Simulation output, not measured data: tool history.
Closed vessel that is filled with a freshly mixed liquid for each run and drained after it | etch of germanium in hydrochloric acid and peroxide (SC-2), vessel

run    day  temperature setpoint of the liquid (K)  parts of water to one part each of 37 % hydrochloric acid and 30 % peroxide (parts by volume)  time in the liquid (s)  thickness taken off the germanium on a monitor wafer (Å)
  1      0                                  331.15                                                                                              9                      90                                                    4397.9
  2  0.312                                  329.15                                                                                              9                      90                                                    4137.5
  3  0.462                                  327.65                                                                                              9                      90                                                    3978.5
  4    0.8                                  327.65                                                                                              9                      90                                                    3955.6
  5  1.146                                  327.65                                                                                           11.5                      90                                                    3854.5
  6  1.321                                  326.65                                                                                           11.5                      90                                                      3741
  7  1.512                                  325.65                                                                                           11.5                      90                                                    3620.3

The next listed run, before its measurement:
  8  1.696                                  325.15                                                                                           11.5                      90                                                         ?

thickness taken off the germanium on a monitor wafer (Å): 3572.5
